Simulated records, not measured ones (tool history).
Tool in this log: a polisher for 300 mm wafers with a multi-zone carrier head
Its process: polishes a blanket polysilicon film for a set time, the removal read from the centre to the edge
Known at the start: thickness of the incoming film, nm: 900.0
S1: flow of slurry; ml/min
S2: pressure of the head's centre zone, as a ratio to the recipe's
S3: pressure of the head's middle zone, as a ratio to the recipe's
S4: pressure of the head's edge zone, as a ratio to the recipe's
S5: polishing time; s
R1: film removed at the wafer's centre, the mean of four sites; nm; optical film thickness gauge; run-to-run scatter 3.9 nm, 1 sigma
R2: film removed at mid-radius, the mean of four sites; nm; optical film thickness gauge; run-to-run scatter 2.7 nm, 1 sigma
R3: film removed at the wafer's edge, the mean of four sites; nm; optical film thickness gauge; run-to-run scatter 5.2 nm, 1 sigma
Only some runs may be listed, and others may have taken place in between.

run    day   S1    S2    S3    S4  S5      R1      R2      R3
  1      0  305     1     1     1  30  305.23     306  302.95
  2  0.046  305  1.06     1     1  30  320.54  307.71  305.24
  3  0.146  330   1.1  1.01     1  32     354  335.84  326.16
  4  0.429  330   1.1  1.01  1.06  32  351.87  334.36  336.99
  5    0.6  330   1.1  0.98  1.06  32  355.27  323.28     341
  6  0.962  280   1.1  0.98  1.06  32  352.27  319.18  332.66
  7  1.304  275  1.13  0.99  1.05  34  380.85  341.04  348.65
  8  1.425  290  1.15     1  1.04  36  413.88  367.79  365.92
  9  1.696  305  1.16  1.01  1.04  37  431.33  374.65  382.45

The next listed run, before its measurement:
 10  1.85  315  1.17  1.03  1.03  38   ?   ?   ?

Logged for run 10: R1 442.46 nm, R2 401.5 nm, R3 394.6 nm.
